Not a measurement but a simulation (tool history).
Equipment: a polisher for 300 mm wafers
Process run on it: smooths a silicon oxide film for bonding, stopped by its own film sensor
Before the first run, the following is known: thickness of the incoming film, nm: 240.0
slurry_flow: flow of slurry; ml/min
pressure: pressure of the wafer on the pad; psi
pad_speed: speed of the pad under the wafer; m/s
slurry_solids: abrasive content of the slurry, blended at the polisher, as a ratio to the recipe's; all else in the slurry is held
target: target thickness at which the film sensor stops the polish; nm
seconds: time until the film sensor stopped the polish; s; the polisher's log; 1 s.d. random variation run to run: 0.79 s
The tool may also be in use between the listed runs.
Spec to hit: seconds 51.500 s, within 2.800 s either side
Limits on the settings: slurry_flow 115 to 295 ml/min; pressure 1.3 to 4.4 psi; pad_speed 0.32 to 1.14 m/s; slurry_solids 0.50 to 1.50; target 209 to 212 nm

run  hour  slurry_flow  pressure  pad_speed  slurry_solids  target  seconds
  1   0.0          190       2.8       0.72           1.00     209   38.093
  2   8.4          190       2.5       0.72           1.00     209   40.726
  3   9.7          190       2.1       0.72           1.00     209   45.224
  4  13.0          190       2.1       0.86           1.00     209   39.694
  5  18.5          190       2.1       0.86           1.00     209   38.272
  6  26.7          190       2.1       0.86           0.85     209   41.725
  7  32.4          190       1.9       0.86           0.85     209   44.388
  8  40.8          190       1.7       0.86           0.85     209   46.248
  9  42.4          190       1.6       0.86           0.85     209   47.648

Consider the 4 candidate settings below. Which is the only one whose results all fall within their allowed miss of target?
  A  44.0          170       1.5       0.90           0.95     212        ?
  B  44.0          195       1.7       0.90           0.90     209        ?
  C  44.0          195       1.8       0.86           0.95     210        ?
  D  44.0          200       1.8       0.78           0.75     209        ?

move  seconds
   A   41.607
   B   43.635
   C   41.585
   D   51.647
A: misses by more than the last run did
B: misses by more than the last run did
C: misses by more than the last run did
D: each result inside its tolerance
So the answer is move D, the one that meets all the targets.
